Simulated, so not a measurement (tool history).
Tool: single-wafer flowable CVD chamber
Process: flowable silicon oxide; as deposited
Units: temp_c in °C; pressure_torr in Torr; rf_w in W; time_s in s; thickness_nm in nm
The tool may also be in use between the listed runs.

run 1 hour=0 | temp_c=110 pressure_torr=0.577 rf_w=2440 time_s=410 | thickness_nm=118.15
run 2 hour=2.5 | temp_c=109 pressure_torr=0.577 rf_w=2440 time_s=410 | thickness_nm=123.02
run 3 hour=5 | temp_c=108 pressure_torr=0.577 rf_w=2440 time_s=410 | thickness_nm=127.7
run 4 hour=9.4 | temp_c=107 pressure_torr=0.577 rf_w=2440 time_s=410 | thickness_nm=133.17
run 5 hour=12.3 | temp_c=107 pressure_torr=0.503 rf_w=2440 time_s=410 | thickness_nm=115.72
run 6 hour=19.7 | temp_c=106 pressure_torr=0.503 rf_w=2440 time_s=410 | thickness_nm=120.5
run 7 hour=26.4 | temp_c=106 pressure_torr=0.503 rf_w=2440 time_s=410 | thickness_nm=120.98

Run 8 comes next. What will it give?
run 8 hour=34.4 | temp_c=105 pressure_torr=0.503 rf_w=2440 time_s=410 | thickness_nm=?

thickness_nm: 125.59 nm
